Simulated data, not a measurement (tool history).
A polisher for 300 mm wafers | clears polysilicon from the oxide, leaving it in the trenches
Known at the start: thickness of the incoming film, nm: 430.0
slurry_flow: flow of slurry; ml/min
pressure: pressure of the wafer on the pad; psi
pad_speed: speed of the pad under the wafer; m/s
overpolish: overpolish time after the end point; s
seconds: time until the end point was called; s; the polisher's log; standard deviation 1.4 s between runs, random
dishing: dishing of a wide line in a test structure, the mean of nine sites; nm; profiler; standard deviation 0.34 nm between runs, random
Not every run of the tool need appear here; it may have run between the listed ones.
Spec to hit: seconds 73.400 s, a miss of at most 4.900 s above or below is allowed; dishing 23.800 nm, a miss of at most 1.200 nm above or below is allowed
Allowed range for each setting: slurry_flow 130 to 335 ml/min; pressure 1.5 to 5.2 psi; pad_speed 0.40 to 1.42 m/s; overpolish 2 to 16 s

{"run": 1, "day": 0.0, "slurry_flow": 215, "pressure": 3.3, "pad_speed": 0.9, "overpolish": 8, "seconds": 28.741, "dishing": 42.383}
{"run": 2, "day": 0.371, "slurry_flow": 215, "pressure": 3.3, "pad_speed": 1.12, "overpolish": 8, "seconds": 23.602, "dishing": 42.8}
{"run": 3, "day": 0.475, "slurry_flow": 215, "pressure": 3.8, "pad_speed": 1.12, "overpolish": 8, "seconds": 19.838, "dishing": 43.259}
{"run": 4, "day": 0.533, "slurry_flow": 200, "pressure": 3.5, "pad_speed": 1.04, "overpolish": 7, "seconds": 24.4, "dishing": 41.952}
{"run": 5, "day": 0.867, "slurry_flow": 190, "pressure": 3.2, "pad_speed": 0.98, "overpolish": 6, "seconds": 27.888, "dishing": 39.643}
{"run": 6, "day": 1.162, "slurry_flow": 190, "pressure": 3.2, "pad_speed": 1.18, "overpolish": 6, "seconds": 23.21, "dishing": 41.563}
{"run": 7, "day": 1.196, "slurry_flow": 180, "pressure": 3.0, "pad_speed": 1.06, "overpolish": 5, "seconds": 27.015, "dishing": 39.219}
{"run": 8, "day": 1.288, "slurry_flow": 175, "pressure": 2.8, "pad_speed": 0.96, "overpolish": 5, "seconds": 32.527, "dishing": 36.923}
{"run": 9, "day": 1.462, "slurry_flow": 170, "pressure": 2.6, "pad_speed": 0.9, "overpolish": 5, "seconds": 36.957, "dishing": 34.857}
{"run": 10, "day": 1.792, "slurry_flow": 165, "pressure": 2.4, "pad_speed": 0.84, "overpolish": 5, "seconds": 45.396, "dishing": 31.421}
{"run": 11, "day": 1.85, "slurry_flow": 160, "pressure": 2.3, "pad_speed": 0.82, "overpolish": 5, "seconds": 45.855, "dishing": 30.608}
{"run": 12, "day": 2.017, "slurry_flow": 155, "pressure": 2.2, "pad_speed": 0.8, "overpolish": 5, "seconds": 50.447, "dishing": 30.033}
{"run": 13, "day": 2.054, "slurry_flow": 150, "pressure": 2.1, "pad_speed": 0.78, "overpolish": 5, "seconds": 52.225, "dishing": 28.251}
{"run": 14, "day": 2.208, "slurry_flow": 150, "pressure": 2.0, "pad_speed": 0.76, "overpolish": 5, "seconds": 58.571, "dishing": 27.649}
{"run": 15, "day": 2.529, "slurry_flow": 145, "pressure": 1.9, "pad_speed": 0.76, "overpolish": 5, "seconds": 63.703, "dishing": 26.252}
{"run": 16, "day": 2.654, "slurry_flow": 145, "pressure": 1.8, "pad_speed": 0.76, "overpolish": 5, "seconds": 66.175, "dishing": 25.942}
{"run": 17, "day": 2.875, "slurry_flow": 145, "pressure": 1.5, "pad_speed": 0.74, "overpolish": 2, "seconds": 77.101, "dishing": 10.933}
{"run": 18, "day": 3.046, "slurry_flow": 145, "pressure": 1.6, "pad_speed": 0.7, "overpolish": 2, "seconds": 79.655, "dishing": 11.205}
{"run": 19, "day": 3.338, "slurry_flow": 145, "pressure": 1.7, "pad_speed": 0.68, "overpolish": 2, "seconds": 77.544, "dishing": 11.505}
{"run": 20, "day": 3.517, "slurry_flow": 135, "pressure": 1.8, "pad_speed": 0.66, "overpolish": 4, "seconds": 73.837, "dishing": 20.004}
{"run": 21, "day": 3.596, "slurry_flow": 130, "pressure": 1.9, "pad_speed": 0.64, "overpolish": 4, "seconds": 74.916, "dishing": 20.071}
{"run": 22, "day": 3.633, "slurry_flow": 130, "pressure": 2.0, "pad_speed": 0.64, "overpolish": 4, "seconds": 70.204, "dishing": 21.173}
{"run": 23, "day": 3.854, "slurry_flow": 130, "pressure": 2.1, "pad_speed": 0.58, "overpolish": 8, "seconds": 72.97, "dishing": 31.216}
{"run": 24, "day": 3.992, "slurry_flow": 130, "pressure": 2.1, "pad_speed": 0.58, "overpolish": 8, "seconds": 73.519, "dishing": 31.177}
{"run": 25, "day": 4.238, "slurry_flow": 140, "pressure": 2.1, "pad_speed": 0.58, "overpolish": 8, "seconds": 73.928, "dishing": 31.322}
{"run": 26, "day": 4.408, "slurry_flow": 150, "pressure": 2.1, "pad_speed": 0.58, "overpolish": 8, "seconds": 69.446, "dishing": 31.289}
{"run": 27, "day": 4.517, "slurry_flow": 160, "pressure": 2.0, "pad_speed": 0.58, "overpolish": 8, "seconds": 74.094, "dishing": 30.911}
{"run": 28, "day": 4.571, "slurry_flow": 175, "pressure": 2.0, "pad_speed": 0.58, "overpolish": 8, "seconds": 71.534, "dishing": 31.262}

4 next moves are on the table. One of them brings every result within its allowed miss. Which?
{"run": "A", "day": 4.625, "slurry_flow": 155, "pressure": 1.5, "pad_speed": 0.68, "overpolish": 7, "seconds": "?", "dishing": "?"}
{"run": "B", "day": 4.625, "slurry_flow": 155, "pressure": 1.5, "pad_speed": 0.64, "overpolish": 8, "seconds": "?", "dishing": "?"}
{"run": "C", "day": 4.625, "slurry_flow": 180, "pressure": 2.5, "pad_speed": 0.5, "overpolish": 4, "seconds": "?", "dishing": "?"}
{"run": "D", "day": 4.625, "slurry_flow": 255, "pressure": 2.0, "pad_speed": 0.56, "overpolish": 5, "seconds": "?", "dishing": "?"}

move=A seconds=83.752 dishing=27.001
move=B seconds=88.768 dishing=28.222
move=C seconds=67.310 dishing=21.619
move=D seconds=71.360 dishing=24.172
A: nearer than the last run, and not there yet
B: nearer than the last run, and not there yet
C: moves the result that the last run missed by most past its target, out the other side
D: in spec on every target
D is the move that brings every result within its allowed miss.
